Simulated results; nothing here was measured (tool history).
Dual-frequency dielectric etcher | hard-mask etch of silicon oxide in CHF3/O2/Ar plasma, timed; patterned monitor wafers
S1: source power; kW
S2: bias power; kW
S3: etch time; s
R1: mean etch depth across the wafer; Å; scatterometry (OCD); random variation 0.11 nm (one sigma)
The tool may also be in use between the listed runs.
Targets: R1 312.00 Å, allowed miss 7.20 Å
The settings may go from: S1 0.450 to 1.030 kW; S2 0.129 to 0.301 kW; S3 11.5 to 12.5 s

run  hour     S1     S2    S3      R1
  1   0.0  0.740  0.215  12.5  291.45
  2   7.8  0.740  0.181  12.5  276.18
  3  13.1  0.760  0.183  12.5  278.52
  4  19.9  0.760  0.183  12.5  279.10
  5  21.7  0.780  0.185  12.5  283.10
  6  28.7  0.780  0.156  12.5  269.78
  7  33.9  0.810  0.160  12.5  273.89
  8  38.5  0.830  0.165  12.5  280.54
  9  39.5  0.850  0.167  12.5  282.04
 10  40.5  0.870  0.171  12.5  284.63
 11  43.4  0.890  0.175  12.5  292.79
 12  50.1  0.900  0.176  12.5  292.44
 13  54.8  0.910  0.178  12.5  297.12
 14  58.1  0.920  0.179  12.5  299.36
 15  64.2  0.930  0.180  12.5  298.18

Which of these 4 next moves meets every target?
  A  70.3  0.850  0.201  12.0   ?
  B  70.3  1.010  0.152  12.0   ?
  C  70.3  0.790  0.201  12.0   ?
  D  70.3  1.000  0.187  12.5   ?

move      R1
   A  286.74
   B  281.66
   C  279.14
   D  310.36
A: further off than the last run
B: further off than the last run
C: further off than the last run
D: meets every target
The right move is D.

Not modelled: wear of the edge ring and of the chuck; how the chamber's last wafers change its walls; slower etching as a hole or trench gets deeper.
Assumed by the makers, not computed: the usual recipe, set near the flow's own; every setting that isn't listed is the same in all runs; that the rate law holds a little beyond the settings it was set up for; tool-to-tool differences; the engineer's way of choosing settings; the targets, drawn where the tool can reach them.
